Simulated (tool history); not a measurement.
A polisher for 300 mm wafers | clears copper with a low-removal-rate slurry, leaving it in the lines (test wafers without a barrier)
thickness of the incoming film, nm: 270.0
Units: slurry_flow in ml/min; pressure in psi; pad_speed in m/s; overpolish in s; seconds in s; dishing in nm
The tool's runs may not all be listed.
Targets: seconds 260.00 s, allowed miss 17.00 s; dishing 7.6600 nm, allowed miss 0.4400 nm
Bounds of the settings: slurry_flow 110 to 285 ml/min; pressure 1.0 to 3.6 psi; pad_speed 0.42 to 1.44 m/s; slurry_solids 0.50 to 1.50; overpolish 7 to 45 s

Run 1, hour 0.0: slurry_flow 180 ml/min, pressure 2.3 psi, pad_speed 0.92 m/s, slurry_solids 1.00, overpolish 23 s. Result: seconds 124.78 s, dishing 25.5230 nm.
Run 2, hour 4.3: slurry_flow 180 ml/min, pressure 1.9 psi, pad_speed 0.86 m/s, slurry_solids 1.00, overpolish 18 s. Result: seconds 151.29 s, dishing 18.2700 nm.
Run 3, hour 8.6: slurry_flow 180 ml/min, pressure 1.9 psi, pad_speed 0.76 m/s, slurry_solids 1.00, overpolish 18 s. Result: seconds 181.40 s, dishing 16.3860 nm.
Run 4, hour 10.8: slurry_flow 175 ml/min, pressure 1.6 psi, pad_speed 0.74 m/s, slurry_solids 0.95, overpolish 15 s. Result: seconds 215.99 s, dishing 11.9880 nm.
Run 5, hour 19.8: slurry_flow 175 ml/min, pressure 1.6 psi, pad_speed 0.74 m/s, slurry_solids 1.05, overpolish 15 s. Result: seconds 212.72 s, dishing 12.1940 nm.
Run 6, hour 26.4: slurry_flow 220 ml/min, pressure 1.6 psi, pad_speed 0.74 m/s, slurry_solids 1.05, overpolish 15 s. Result: seconds 201.16 s, dishing 12.4830 nm.
Run 7, hour 28.2: slurry_flow 220 ml/min, pressure 1.5 psi, pad_speed 0.74 m/s, slurry_solids 1.05, overpolish 13 s. Result: seconds 226.36 s, dishing 10.4000 nm.
Run 8, hour 29.2: slurry_flow 225 ml/min, pressure 1.2 psi, pad_speed 0.76 m/s, slurry_solids 1.05, overpolish 7 s. Result: seconds 259.18 s, dishing 5.0138 nm.
Run 9, hour 31.3: slurry_flow 225 ml/min, pressure 1.3 psi, pad_speed 0.70 m/s, slurry_solids 1.05, overpolish 7 s. Result: seconds 260.34 s, dishing 4.9287 nm.
Run 10, hour 34.1: slurry_flow 230 ml/min, pressure 1.3 psi, pad_speed 0.68 m/s, slurry_solids 1.10, overpolish 9 s. Result: seconds 269.56 s, dishing 6.3409 nm.
Run 11, hour 35.5: slurry_flow 230 ml/min, pressure 1.4 psi, pad_speed 0.66 m/s, slurry_solids 1.15, overpolish 9 s. Result: seconds 253.63 s, dishing 6.5041 nm.
Run 12, hour 38.5: slurry_flow 230 ml/min, pressure 1.4 psi, pad_speed 0.64 m/s, slurry_solids 1.15, overpolish 10 s. Result: seconds 256.93 s, dishing 6.9596 nm.

Which of these 5 next moves meets every target?
Run A, hour 41.5: slurry_flow 280 ml/min, pressure 1.2 psi, pad_speed 0.74 m/s, slurry_solids 1.25, overpolish 11 s. Result: seconds ?, dishing ?.
Run B, hour 41.5: slurry_flow 215 ml/min, pressure 1.5 psi, pad_speed 0.52 m/s, slurry_solids 0.95, overpolish 12 s. Result: seconds ?, dishing ?.
Run C, hour 41.5: slurry_flow 240 ml/min, pressure 1.4 psi, pad_speed 0.64 m/s, slurry_solids 1.15, overpolish 13 s. Result: seconds ?, dishing ?.
Run D, hour 41.5: slurry_flow 195 ml/min, pressure 1.8 psi, pad_speed 0.64 m/s, slurry_solids 1.05, overpolish 9 s. Result: seconds ?, dishing ?.
Run E, hour 41.5: slurry_flow 200 ml/min, pressure 1.3 psi, pad_speed 0.56 m/s, slurry_solids 1.35, overpolish 13 s. Result: seconds ?, dishing ?.

move  seconds  dishing
   A   243.38   7.9179
   B   299.13   7.1347
   C   249.61   9.0311
   D   204.71   7.7866
   E   301.14   7.6084
A: meets every target
B: further off than the last run
C: takes the result that was furthest off past its target
D: brings the result that was furthest off to its target, and leaves another outside
E: brings the result that was furthest off to its target, and leaves another outside
The right move is A.
